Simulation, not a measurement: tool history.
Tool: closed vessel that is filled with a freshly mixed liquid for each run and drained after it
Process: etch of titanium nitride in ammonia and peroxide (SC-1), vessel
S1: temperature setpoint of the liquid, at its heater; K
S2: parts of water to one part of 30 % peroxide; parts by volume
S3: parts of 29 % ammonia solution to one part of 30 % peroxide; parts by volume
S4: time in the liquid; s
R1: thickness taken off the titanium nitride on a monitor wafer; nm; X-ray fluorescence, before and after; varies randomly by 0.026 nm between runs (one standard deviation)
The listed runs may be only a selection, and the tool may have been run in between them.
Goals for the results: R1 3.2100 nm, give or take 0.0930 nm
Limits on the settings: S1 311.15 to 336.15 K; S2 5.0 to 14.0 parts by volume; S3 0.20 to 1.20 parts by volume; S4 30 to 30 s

| run | hour | S1 | S2 | S3 | S4 | R1 |
|---|---|---|---|---|---|---|
| 1 | 0.0 | 320.15 | 7.5 | 0.90 | 30 | 2.4893 |
| 2 | 1.4 | 320.15 | 7.5 | 0.90 | 30 | 2.4861 |
| 3 | 4.6 | 320.65 | 7.5 | 0.90 | 30 | 2.5887 |
| 4 | 8.1 | 320.65 | 7.5 | 0.90 | 30 | 2.6383 |
| 5 | 12.0 | 320.65 | 10.0 | 0.90 | 30 | 2.2764 |
| 6 | 14.8 | 320.65 | 8.5 | 0.90 | 30 | 2.4524 |
| 7 | 21.3 | 321.15 | 8.5 | 0.90 | 30 | 2.5334 |
| 8 | 24.2 | 321.65 | 8.5 | 0.90 | 30 | 2.6022 |
| 9 | 25.5 | 322.15 | 8.5 | 0.90 | 30 | 2.7468 |
| 10 | 33.2 | 322.65 | 8.5 | 0.90 | 30 | 2.8080 |
| 11 | 37.5 | 323.15 | 8.5 | 0.90 | 30 | 2.9267 |

Consider the 5 candidate settings below. Which is the only one whose results all fall within their allowed miss of target?
| A | 41.8 | 323.65 | 10.5 | 1.00 | 30 | ? |
| B | 41.8 | 321.65 | 7.5 | 1.20 | 30 | ? |
| C | 41.8 | 322.15 | 9.0 | 0.85 | 30 | ? |
| D | 41.8 | 323.15 | 6.0 | 0.55 | 30 | ? |
| E | 41.8 | 322.65 | 9.0 | 0.95 | 30 | ? |

| move | R1 |
|---|---|
| A | 2.7338 |
| B | 2.8707 |
| C | 2.5947 |
| D | 3.1704 |
| E | 2.7325 |
A: misses by more than the last run did
B: misses by more than the last run did
C: misses by more than the last run did
D: every result lands within tolerance
E: misses by more than the last run did
D is the move that brings every result within its allowed miss.

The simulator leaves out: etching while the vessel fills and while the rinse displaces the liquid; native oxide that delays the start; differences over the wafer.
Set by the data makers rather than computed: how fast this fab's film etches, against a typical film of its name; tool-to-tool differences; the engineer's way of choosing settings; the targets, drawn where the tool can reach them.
